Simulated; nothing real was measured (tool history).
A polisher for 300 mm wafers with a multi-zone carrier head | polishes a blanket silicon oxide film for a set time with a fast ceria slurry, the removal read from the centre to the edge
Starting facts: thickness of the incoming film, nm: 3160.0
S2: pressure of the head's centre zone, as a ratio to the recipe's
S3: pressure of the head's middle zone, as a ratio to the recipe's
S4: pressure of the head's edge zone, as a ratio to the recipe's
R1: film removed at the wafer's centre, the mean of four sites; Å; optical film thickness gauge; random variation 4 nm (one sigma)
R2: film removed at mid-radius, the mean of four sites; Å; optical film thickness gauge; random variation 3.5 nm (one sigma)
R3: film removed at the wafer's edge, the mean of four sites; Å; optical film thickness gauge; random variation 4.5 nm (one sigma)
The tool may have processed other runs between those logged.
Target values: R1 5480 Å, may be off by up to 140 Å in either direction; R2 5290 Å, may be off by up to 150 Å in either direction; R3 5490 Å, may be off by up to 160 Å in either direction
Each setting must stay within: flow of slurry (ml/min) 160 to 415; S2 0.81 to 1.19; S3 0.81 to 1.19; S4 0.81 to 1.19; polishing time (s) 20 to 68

Run 1, hour 0: flow of slurry (ml/min) 265, S2 1, S3 1, S4 1, polishing time (s) 44. Result: R1 8613.6 Å, R2 8696.5 Å, R3 8463.8 Å.
Run 2, hour 1.3: flow of slurry (ml/min) 265, S2 1.08, S3 1, S4 1, polishing time (s) 44. Result: R1 9049.1 Å, R2 8696.3 Å, R3 8473.4 Å.
Run 3, hour 7.8: flow of slurry (ml/min) 265, S2 1.08, S3 1, S4 1, polishing time (s) 54. Result: R1 11292 Å, R2 10835 Å, R3 10306 Å.
Run 4, hour 13: flow of slurry (ml/min) 265, S2 1.08, S3 1.06, S4 1, polishing time (s) 54. Result: R1 11344 Å, R2 11304 Å, R3 10308 Å.
Run 5, hour 20.3: flow of slurry (ml/min) 255, S2 1.05, S3 1.01, S4 0.97, polishing time (s) 47. Result: R1 9692.8 Å, R2 9410.3 Å, R3 8872.1 Å.
Run 6, hour 29.1: flow of slurry (ml/min) 255, S2 1.05, S3 0.98, S4 0.97, polishing time (s) 47. Result: R1 9596 Å, R2 9199.9 Å, R3 8976.5 Å.
Run 7, hour 32: flow of slurry (ml/min) 255, S2 1.05, S3 0.98, S4 0.97, polishing time (s) 47. Result: R1 9559.6 Å, R2 9152.1 Å, R3 8838.5 Å.
Run 8, hour 40.1: flow of slurry (ml/min) 245, S2 1.02, S3 0.96, S4 0.95, polishing time (s) 41. Result: R1 8100.2 Å, R2 7830.2 Å, R3 7654.7 Å.
Run 9, hour 41.8: flow of slurry (ml/min) 235, S2 0.99, S3 0.93, S4 0.93, polishing time (s) 38. Result: R1 7306.6 Å, R2 7046.6 Å, R3 7127.2 Å.
Run 10, hour 48.8: flow of slurry (ml/min) 230, S2 0.97, S3 0.91, S4 0.91, polishing time (s) 35. Result: R1 6696.2 Å, R2 6379.6 Å, R3 6478 Å.

Which of these 4 next moves meets every target?
Run A, hour 55.8: flow of slurry (ml/min) 160, S2 0.91, S3 0.87, S4 0.86, polishing time (s) 31. Result: R1 ?, R2 ?, R3 ?.
Run B, hour 55.8: flow of slurry (ml/min) 220, S2 0.89, S3 0.91, S4 0.99, polishing time (s) 31. Result: R1 ?, R2 ?, R3 ?.
Run C, hour 55.8: flow of slurry (ml/min) 215, S2 0.91, S3 0.9, S4 0.91, polishing time (s) 32. Result: R1 ?, R2 ?, R3 ?.
Run D, hour 55.8: flow of slurry (ml/min) 320, S2 0.92, S3 0.89, S4 0.93, polishing time (s) 31. Result: R1 ?, R2 ?, R3 ?.

move      R1      R2      R3
   A  5457.1    5256  5387.7
   B    5544    5611  5810.5
   C  5802.3    5728  5792.5
   D  5866.4  5672.8  5796.1
A: every result within its allowed miss
B: brings the last run's worst result on target, with another outside its allowed miss
C: nearer than the last run, and not there yet
D: nearer than the last run, and not there yet
Move A is the one to make.
